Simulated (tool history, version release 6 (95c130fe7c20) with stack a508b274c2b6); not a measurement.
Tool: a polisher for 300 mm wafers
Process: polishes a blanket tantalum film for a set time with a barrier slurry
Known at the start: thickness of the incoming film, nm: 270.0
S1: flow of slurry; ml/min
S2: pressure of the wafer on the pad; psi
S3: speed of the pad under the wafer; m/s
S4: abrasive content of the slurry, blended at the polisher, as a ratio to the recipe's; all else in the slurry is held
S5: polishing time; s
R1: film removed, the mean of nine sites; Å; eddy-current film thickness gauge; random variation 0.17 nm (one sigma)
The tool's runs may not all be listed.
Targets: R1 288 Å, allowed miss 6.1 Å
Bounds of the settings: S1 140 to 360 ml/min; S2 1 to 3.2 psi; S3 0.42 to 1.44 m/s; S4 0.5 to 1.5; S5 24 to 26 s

Run 1, day 0: S1 230 ml/min, S2 2.1 psi, S3 0.92 m/s, S4 1, S5 26 s. Result: R1 459.19 Å.
Run 2, day 0.217: S1 225 ml/min, S2 1.9 psi, S3 0.92 m/s, S4 1, S5 26 s. Result: R1 419.24 Å.
Run 3, day 0.317: S1 220 ml/min, S2 1.7 psi, S3 0.92 m/s, S4 1, S5 26 s. Result: R1 388.99 Å.
Run 4, day 0.679: S1 220 ml/min, S2 1.7 psi, S3 0.92 m/s, S4 1, S5 24 s. Result: R1 360.74 Å.
Run 5, day 0.708: S1 215 ml/min, S2 1.6 psi, S3 0.92 m/s, S4 1, S5 24 s. Result: R1 347.64 Å.
Run 6, day 0.921: S1 215 ml/min, S2 1.9 psi, S3 0.92 m/s, S4 1, S5 24 s. Result: R1 387.26 Å.
Run 7, day 1.117: S1 200 ml/min, S2 1.8 psi, S3 0.92 m/s, S4 1, S5 24 s. Result: R1 373.8 Å.
Run 8, day 1.154: S1 195 ml/min, S2 1.7 psi, S3 0.92 m/s, S4 1, S5 24 s. Result: R1 358.71 Å.
Run 9, day 1.462: S1 190 ml/min, S2 1.6 psi, S3 0.92 m/s, S4 1, S5 24 s. Result: R1 341.77 Å.
Run 10, day 1.688: S1 185 ml/min, S2 1.5 psi, S3 0.92 m/s, S4 1, S5 24 s. Result: R1 326.84 Å.

Which of these 4 next moves meets every target?
Run A, day 1.912: S1 215 ml/min, S2 1.5 psi, S3 1.08 m/s, S4 1.05, S5 24 s. Result: R1 ?.
Run B, day 1.912: S1 140 ml/min, S2 1.1 psi, S3 1.02 m/s, S4 1, S5 24 s. Result: R1 ?.
Run C, day 1.912: S1 180 ml/min, S2 1.7 psi, S3 0.92 m/s, S4 0.9, S5 25 s. Result: R1 ?.
Run D, day 1.912: S1 245 ml/min, S2 2 psi, S3 0.78 m/s, S4 1, S5 25 s. Result: R1 ?.

move      R1
   A  383.25
   B  286.38
   C  359.71
   D  370.98
A: further off than the last run
B: meets every target
C: further off than the last run
D: further off than the last run
The right move is B.
